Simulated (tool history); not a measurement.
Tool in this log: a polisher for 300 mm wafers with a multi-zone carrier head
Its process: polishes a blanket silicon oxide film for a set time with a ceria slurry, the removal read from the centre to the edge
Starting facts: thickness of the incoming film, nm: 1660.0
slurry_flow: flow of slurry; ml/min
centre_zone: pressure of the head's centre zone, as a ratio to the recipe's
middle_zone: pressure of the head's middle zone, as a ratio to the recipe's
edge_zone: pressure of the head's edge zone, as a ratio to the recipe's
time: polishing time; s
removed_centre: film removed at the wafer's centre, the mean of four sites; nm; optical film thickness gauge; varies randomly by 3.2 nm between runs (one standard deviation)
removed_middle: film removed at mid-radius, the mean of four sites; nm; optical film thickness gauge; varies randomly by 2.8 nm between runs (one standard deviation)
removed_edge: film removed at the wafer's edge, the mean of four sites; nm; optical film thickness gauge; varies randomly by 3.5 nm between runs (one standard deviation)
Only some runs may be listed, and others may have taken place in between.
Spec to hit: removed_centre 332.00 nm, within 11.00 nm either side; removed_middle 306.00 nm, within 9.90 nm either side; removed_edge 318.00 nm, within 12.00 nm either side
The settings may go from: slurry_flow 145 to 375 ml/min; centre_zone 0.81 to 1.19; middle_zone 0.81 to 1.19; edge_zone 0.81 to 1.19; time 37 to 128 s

run 1 hour=0.0 | slurry_flow=240 centre_zone=1.00 middle_zone=1.00 edge_zone=1.00 time=82 | removed_centre=395.91 removed_middle=400.45 removed_edge=390.66
run 2 hour=5.4 | slurry_flow=240 centre_zone=1.00 middle_zone=1.00 edge_zone=1.00 time=73 | removed_centre=353.18 removed_middle=356.85 removed_edge=351.67
run 3 hour=12.7 | slurry_flow=230 centre_zone=1.00 middle_zone=0.96 edge_zone=0.97 time=72 | removed_centre=348.00 removed_middle=337.17 removed_edge=338.35
run 4 hour=14.0 | slurry_flow=230 centre_zone=1.00 middle_zone=0.96 edge_zone=0.97 time=90 | removed_centre=429.03 removed_middle=421.16 removed_edge=434.30
run 5 hour=20.8 | slurry_flow=230 centre_zone=1.00 middle_zone=0.89 edge_zone=0.97 time=90 | removed_centre=430.99 removed_middle=401.22 removed_edge=427.92
run 6 hour=22.6 | slurry_flow=230 centre_zone=1.00 middle_zone=0.84 edge_zone=0.97 time=90 | removed_centre=436.59 removed_middle=381.35 removed_edge=416.67
run 7 hour=25.3 | slurry_flow=230 centre_zone=1.00 middle_zone=0.84 edge_zone=0.97 time=90 | removed_centre=428.02 removed_middle=373.15 removed_edge=424.64
run 8 hour=33.0 | slurry_flow=220 centre_zone=0.96 middle_zone=0.87 edge_zone=0.87 time=69 | removed_centre=317.89 removed_middle=291.30 removed_edge=306.09

Pick the move, out of 5, that brings all results within their allowed miss; only one does.
run A hour=40.7 | slurry_flow=245 centre_zone=0.95 middle_zone=0.84 edge_zone=0.81 time=72 | removed_centre=? removed_middle=? removed_edge=?
run B hour=40.7 | slurry_flow=265 centre_zone=1.08 middle_zone=0.85 edge_zone=0.82 time=66 | removed_centre=? removed_middle=? removed_edge=?
run C hour=40.7 | slurry_flow=250 centre_zone=1.17 middle_zone=1.10 edge_zone=0.82 time=64 | removed_centre=? removed_middle=? removed_edge=?
run D hour=40.7 | slurry_flow=230 centre_zone=0.91 middle_zone=0.89 edge_zone=0.91 time=69 | removed_centre=? removed_middle=? removed_edge=?
run E hour=40.7 | slurry_flow=260 centre_zone=1.16 middle_zone=1.02 edge_zone=0.81 time=64 | removed_centre=? removed_middle=? removed_edge=?

move=A removed_centre=331.41 removed_middle=304.22 removed_edge=318.81
move=B removed_centre=348.79 removed_middle=284.17 removed_edge=295.96
move=C removed_centre=363.92 removed_middle=339.54 removed_edge=284.48
move=D removed_centre=301.57 removed_middle=303.18 removed_edge=319.61
move=E removed_centre=362.59 removed_middle=319.98 removed_edge=284.31
A: hits every target within its allowed miss
B: further off than the last run
C: takes the biggest miss from the last run beyond its target
D: gets the furthest-off result to its target, but another result is out of tolerance
E: takes the biggest miss from the last run beyond its target
A is the move that brings every result within its allowed miss.
